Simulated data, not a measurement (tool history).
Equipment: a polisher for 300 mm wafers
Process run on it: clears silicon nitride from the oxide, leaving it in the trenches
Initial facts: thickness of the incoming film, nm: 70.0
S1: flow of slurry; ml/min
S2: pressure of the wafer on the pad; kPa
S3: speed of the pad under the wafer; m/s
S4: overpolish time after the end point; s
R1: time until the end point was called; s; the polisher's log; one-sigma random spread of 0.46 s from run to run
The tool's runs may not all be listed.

run	hour	S1	S2	S3	S4	R1
1	0.0	185	20.7	0.88	7	79.455
2	7.5	185	17.2	0.88	7	93.287
3	8.8	185	17.2	0.88	7	93.188
4	15.0	215	17.2	0.88	7	91.205
5	23.8	215	20.0	0.88	7	80.086
6	29.6	215	22.1	0.88	7	72.823
7	31.2	215	22.1	0.88	7	72.517
8	39.7	215	23.4	0.88	7	69.084
9	47.2	215	24.8	0.88	7	65.760

For run 10, what comes out?
10	54.0	230	30.3	0.90	7	?

R1: 51.360 s
